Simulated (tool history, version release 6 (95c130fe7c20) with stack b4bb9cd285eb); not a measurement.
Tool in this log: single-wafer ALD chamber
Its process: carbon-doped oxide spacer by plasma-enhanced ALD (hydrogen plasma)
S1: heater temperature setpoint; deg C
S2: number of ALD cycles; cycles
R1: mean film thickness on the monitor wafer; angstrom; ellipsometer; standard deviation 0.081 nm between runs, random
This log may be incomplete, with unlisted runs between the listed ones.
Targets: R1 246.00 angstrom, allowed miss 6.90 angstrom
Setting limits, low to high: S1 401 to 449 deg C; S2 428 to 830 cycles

| run | day | S1 | S2 | R1 |
|---|---|---|---|---|
| 1 | 0.000 | 425 | 629 | 289.57 |
| 2 | 0.179 | 425 | 598 | 275.48 |
| 3 | 0.467 | 426 | 586 | 268.21 |
| 4 | 0.596 | 428 | 579 | 264.54 |
| 5 | 0.792 | 429 | 571 | 260.44 |
| 6 | 1.062 | 429 | 502 | 227.03 |
| 7 | 1.454 | 428 | 510 | 232.86 |
| 8 | 1.600 | 428 | 510 | 231.07 |
| 9 | 1.917 | 428 | 516 | 236.03 |

Pick the move, out of 5, that brings all results within their allowed miss; only one does.
| A | 2.233 | 446 | 580 | ? |
| B | 2.233 | 424 | 569 | ? |
| C | 2.233 | 429 | 581 | ? |
| D | 2.233 | 426 | 502 | ? |
| E | 2.233 | 425 | 499 | ? |

| move | R1 |
|---|---|
| A | 248.73 |
| B | 263.35 |
| C | 264.41 |
| D | 230.79 |
| E | 230.18 |
A: hits every target within its allowed miss
B: pushes the last run's worst result past its target
C: pushes the last run's worst result past its target
D: moves away from the targets compared with the last run
E: moves away from the targets compared with the last run
The right move is A.

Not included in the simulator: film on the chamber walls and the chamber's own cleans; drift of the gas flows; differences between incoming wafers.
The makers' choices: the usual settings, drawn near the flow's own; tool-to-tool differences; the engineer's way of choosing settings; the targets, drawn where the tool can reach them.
